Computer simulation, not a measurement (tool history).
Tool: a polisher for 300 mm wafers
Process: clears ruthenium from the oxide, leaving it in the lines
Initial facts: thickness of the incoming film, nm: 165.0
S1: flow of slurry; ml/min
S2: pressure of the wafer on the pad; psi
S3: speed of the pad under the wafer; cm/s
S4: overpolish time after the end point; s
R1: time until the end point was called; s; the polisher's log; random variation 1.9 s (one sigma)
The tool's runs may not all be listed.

run  hour   S1   S2   S3  S4      R1
  1     0  295  2.6  112   4   100.4
  2   3.8  295  2.6   94   4   116.4
  3   8.1  295  2.6   94   4  120.23
  4  10.9  295  2.5   94   4  120.71
  5  17.1  220  2.5   94   4  125.82
  6  21.9  220  3.1   94   4  109.98

What does the tool deliver on the next run?
  7  24.9  220   3  94   4   ?

R1: 113.1 s
